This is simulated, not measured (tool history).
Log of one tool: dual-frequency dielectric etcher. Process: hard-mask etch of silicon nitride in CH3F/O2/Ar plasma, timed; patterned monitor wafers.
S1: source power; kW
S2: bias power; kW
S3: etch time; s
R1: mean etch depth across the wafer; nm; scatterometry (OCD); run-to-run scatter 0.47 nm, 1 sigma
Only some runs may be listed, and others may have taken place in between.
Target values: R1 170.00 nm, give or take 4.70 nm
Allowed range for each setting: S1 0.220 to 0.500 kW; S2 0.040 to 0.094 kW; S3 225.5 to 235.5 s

run	day	S1	S2	S3	R1
1	0.000	0.360	0.067	225.5	146.96
2	0.067	0.360	0.063	225.5	143.20
3	0.288	0.360	0.072	225.5	150.28
4	0.554	0.360	0.072	225.5	150.67
5	0.908	0.380	0.073	226.0	153.96
6	1.179	0.380	0.073	235.5	160.34
7	1.446	0.390	0.074	235.5	162.12
8	1.658	0.400	0.075	235.5	164.44
9	1.704	0.400	0.075	235.5	164.76

Consider the 5 candidate settings below. Which is the only one whose results all fall within their allowed miss of target?
A	1.750	0.450	0.068	229.0	?
B	1.750	0.400	0.073	234.0	?
C	1.750	0.420	0.063	226.0	?
D	1.750	0.400	0.082	233.5	?
E	1.750	0.360	0.075	235.5	?

move	R1
A	159.93
B	162.26
C	150.55
D	169.10
E	160.31
A: moves away from the targets compared with the last run
B: moves away from the targets compared with the last run
C: moves away from the targets compared with the last run
D: all results land within tolerance of their targets
E: moves away from the targets compared with the last run
Move D is the one to make.
